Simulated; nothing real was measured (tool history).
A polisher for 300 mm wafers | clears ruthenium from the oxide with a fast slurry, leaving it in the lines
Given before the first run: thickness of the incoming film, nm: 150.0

run  hour  flow of slurry (ml/min)  pressure of the wafer on the pad (psi)  speed of the pad under the wafer (cm/s)  abrasive content of the slurry  overpolish time after the end point (s)  time until the end point was called (s)  dishing of a wide line in a test structure (nm)
  1   0.0                      190                                     2.7                                      124                            1.00                                       26                                   27.289                                           87.993
  2   1.9                      190                                     2.4                                      124                            1.00                                       26                                   30.279                                           83.185
  3   3.8                      170                                     2.3                                      104                            0.85                                       21                                   40.447                                           57.742
  4  10.1                      170                                     2.7                                      104                            0.85                                       21                                   35.531                                           62.230
  5  17.8                      170                                     2.7                                      104                            0.70                                       21                                   39.641                                           58.277
  6  21.7                      170                                     2.2                                      104                            0.70                                       21                                   47.233                                           52.285

What does the tool deliver on the next run?
  7  27.9                      185                                     1.5                                       70                            0.70                                        8                                        ?                                                ?

time until the end point was called (s): 90.201
dishing of a wide line in a test structure (nm): 11.973
